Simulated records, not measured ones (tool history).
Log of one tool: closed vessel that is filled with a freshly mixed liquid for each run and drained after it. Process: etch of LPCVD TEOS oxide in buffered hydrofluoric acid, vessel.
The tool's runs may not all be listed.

| run | day | temperature setpoint of the liquid (K) | parts of 40 % ammonium fluoride to one part of 49 % hydrofluoric acid (parts by volume) | time in the liquid (s) | thickness taken off the LPCVD TEOS oxide on a monitor wafer (Å) |
|---|---|---|---|---|---|
| 1 | 0 | 293.15 | 10.5 | 90 | 1416.9 |
| 2 | 0.133 | 293.15 | 9 | 90 | 1590.1 |
| 3 | 0.479 | 293.15 | 6.5 | 90 | 2224.9 |
| 4 | 0.621 | 292.65 | 7.5 | 90 | 1878.6 |
| 5 | 0.7 | 292.65 | 7.5 | 100 | 2092.2 |
| 6 | 0.871 | 292.65 | 7.5 | 100 | 2091.1 |
|  | 1.096 | thermometer replaced |
| 7 | 1.096 | 292.15 | 8.5 | 100 | 1642.4 |
| 8 | 1.321 | 291.65 | 9 | 100 | 1515 |

Forecast run 9:
| 9 | 1.358 | 291.65 | 9.5 | 100 | ? |

{"run 9": {"thickness taken off the LPCVD TEOS oxide on a monitor wafer (Å)": 1454.3}}

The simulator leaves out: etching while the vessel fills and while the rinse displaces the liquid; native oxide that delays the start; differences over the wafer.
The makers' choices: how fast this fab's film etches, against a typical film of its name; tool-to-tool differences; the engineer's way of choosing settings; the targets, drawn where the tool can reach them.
